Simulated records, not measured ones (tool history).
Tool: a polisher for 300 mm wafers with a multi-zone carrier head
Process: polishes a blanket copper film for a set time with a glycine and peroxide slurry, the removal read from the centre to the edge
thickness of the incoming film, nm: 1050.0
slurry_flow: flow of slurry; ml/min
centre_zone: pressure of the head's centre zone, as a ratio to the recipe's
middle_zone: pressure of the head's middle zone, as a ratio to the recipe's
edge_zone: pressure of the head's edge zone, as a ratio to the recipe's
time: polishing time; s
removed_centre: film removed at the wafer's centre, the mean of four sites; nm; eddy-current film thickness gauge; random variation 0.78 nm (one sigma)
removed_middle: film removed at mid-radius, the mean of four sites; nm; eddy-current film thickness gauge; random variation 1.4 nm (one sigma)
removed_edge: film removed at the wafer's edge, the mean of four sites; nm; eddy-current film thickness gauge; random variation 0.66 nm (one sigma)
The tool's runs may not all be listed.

run 1 hour=0.0 | slurry_flow=215 centre_zone=1.00 middle_zone=1.00 edge_zone=1.00 time=38 | removed_centre=141.26 removed_middle=132.52 removed_edge=138.26
run 2 hour=8.1 | slurry_flow=210 centre_zone=0.99 middle_zone=1.01 edge_zone=0.95 time=35 | removed_centre=127.31 removed_middle=121.04 removed_edge=123.85
run 3 hour=15.8 | slurry_flow=205 centre_zone=0.98 middle_zone=1.03 edge_zone=0.91 time=33 | removed_centre=118.16 removed_middle=119.73 removed_edge=114.08
run 4 hour=17.4 | slurry_flow=195 centre_zone=0.98 middle_zone=1.01 edge_zone=0.88 time=32 | removed_centre=114.06 removed_middle=110.95 removed_edge=108.09
run 5 hour=24.7 | slurry_flow=195 centre_zone=0.94 middle_zone=1.01 edge_zone=0.88 time=32 | removed_centre=110.25 removed_middle=111.49 removed_edge=107.50
run 6 hour=33.6 | slurry_flow=195 centre_zone=0.94 middle_zone=0.93 edge_zone=0.88 time=32 | removed_centre=109.22 removed_middle=107.88 removed_edge=108.94

Forecast run 7:
run 7 hour=35.4 | slurry_flow=185 centre_zone=0.95 middle_zone=0.95 edge_zone=0.86 time=32 | removed_centre=? removed_middle=? removed_edge=?

removed_centre: 110.21 nm
removed_middle: 106.01 nm
removed_edge: 106.09 nm
